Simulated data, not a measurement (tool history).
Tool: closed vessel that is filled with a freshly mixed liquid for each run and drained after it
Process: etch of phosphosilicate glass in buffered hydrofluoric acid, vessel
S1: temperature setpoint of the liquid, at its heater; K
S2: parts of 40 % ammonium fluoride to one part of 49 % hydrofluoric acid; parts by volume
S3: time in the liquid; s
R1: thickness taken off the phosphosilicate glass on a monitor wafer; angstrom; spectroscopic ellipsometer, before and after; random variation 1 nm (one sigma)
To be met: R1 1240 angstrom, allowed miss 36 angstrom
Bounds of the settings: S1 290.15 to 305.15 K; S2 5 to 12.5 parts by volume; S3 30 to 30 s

run 1 day=0 | S1=297.15 S2=7.5 S3=30 | R1=1559.7
run 2 day=0.333 | S1=296.15 S2=7.5 S3=30 | R1=1457.5
run 3 day=0.704 | S1=295.65 S2=7.5 S3=30 | R1=1420.2
run 4 day=1.017 | S1=299.15 S2=7.5 S3=30 | R1=1722
run 5 day=1.283 | S1=299.15 S2=7.5 S3=30 | R1=1730.1
run 6 day=1.5 | S1=299.15 S2=7.5 S3=30 | R1=1735.7
run 7 day=1.758 | S1=295.15 S2=7.5 S3=30 | R1=1404.4
run 8 day=2.042 | S1=294.65 S2=7.5 S3=30 | R1=1351.5
run 9 day=2.304 | S1=294.15 S2=7.5 S3=30 | R1=1311.1
run 10 day=2.517 | S1=293.65 S2=7.5 S3=30 | R1=1287.9

4 next moves are on the table. One of them brings every result within its allowed miss. Which?
run A day=2.729 | S1=294.15 S2=7.5 S3=30 | R1=?
run B day=2.729 | S1=291.65 S2=7 S3=30 | R1=?
run C day=2.729 | S1=292.65 S2=7 S3=30 | R1=?
run D day=2.729 | S1=294.65 S2=7.5 S3=30 | R1=?

move=A R1=1324.5
move=B R1=1240.5
move=C R1=1312.3
move=D R1=1361.7
A: further off than the last run
B: meets every target
C: further off than the last run
D: further off than the last run
Move B is the one to make.
